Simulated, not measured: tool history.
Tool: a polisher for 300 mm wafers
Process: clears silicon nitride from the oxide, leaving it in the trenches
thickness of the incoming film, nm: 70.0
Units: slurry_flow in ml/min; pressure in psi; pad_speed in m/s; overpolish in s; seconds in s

run 1 hour=0.0 | slurry_flow=260 pressure=1.8 pad_speed=1.02 overpolish=40 | seconds=107.330
run 2 hour=8.5 | slurry_flow=260 pressure=1.8 pad_speed=1.26 overpolish=40 | seconds=86.780
run 3 hour=11.2 | slurry_flow=320 pressure=1.8 pad_speed=1.26 overpolish=40 | seconds=82.215
run 4 hour=15.7 | slurry_flow=320 pressure=1.8 pad_speed=1.10 overpolish=40 | seconds=98.472
run 5 hour=19.6 | slurry_flow=320 pressure=1.8 pad_speed=0.86 overpolish=40 | seconds=119.930
run 6 hour=26.5 | slurry_flow=320 pressure=1.8 pad_speed=0.86 overpolish=40 | seconds=122.510
run 7 hour=33.6 | slurry_flow=320 pressure=1.7 pad_speed=0.84 overpolish=40 | seconds=131.480
run 8 hour=40.7 | slurry_flow=320 pressure=1.6 pad_speed=0.82 overpolish=40 | seconds=144.200
run 9 hour=48.9 | slurry_flow=320 pressure=1.5 pad_speed=0.82 overpolish=40 | seconds=152.030
run 10 hour=53.6 | slurry_flow=320 pressure=1.4 pad_speed=0.80 overpolish=40 | seconds=165.240
run 11 hour=62.0 | slurry_flow=320 pressure=1.3 pad_speed=0.80 overpolish=40 | seconds=177.100

Run 12 comes next. What will it give?
run 12 hour=69.0 | slurry_flow=320 pressure=1.3 pad_speed=0.80 overpolish=40 | seconds=?

Run 12 gave seconds 174.560 s.
